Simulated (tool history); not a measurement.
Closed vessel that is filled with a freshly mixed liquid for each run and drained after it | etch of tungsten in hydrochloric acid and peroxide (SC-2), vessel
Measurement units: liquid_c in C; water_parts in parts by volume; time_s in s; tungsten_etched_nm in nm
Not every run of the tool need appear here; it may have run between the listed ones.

run,day,liquid_c,water_parts,time_s,tungsten_etched_nm
1,0.000,56.0,11,30,8.2224
2,0.054,56.0,9,30,9.9365
3,0.392,57.5,9,30,10.8070
4,0.683,57.5,11,30,9.3285
5,0.929,51.0,11,30,6.1050
6,1.008,53.5,11,30,7.1263
7,1.042,55.5,11,30,8.1326
8,1.117,57.5,11,30,9.3593
9,1.312,57.5,11,30,9.3909
10,1.529,59.0,11,30,10.1550
11,1.733,60.5,11,30,11.1460
12,2.025,62.0,11,30,12.1810
13,2.054,63.0,11,30,13.1390
14,2.388,64.0,11,30,13.8940

Predict the results of run 15:
15,2.675,65.0,11,30,?

Run 15 measured tungsten_etched_nm 14.7890 nm.

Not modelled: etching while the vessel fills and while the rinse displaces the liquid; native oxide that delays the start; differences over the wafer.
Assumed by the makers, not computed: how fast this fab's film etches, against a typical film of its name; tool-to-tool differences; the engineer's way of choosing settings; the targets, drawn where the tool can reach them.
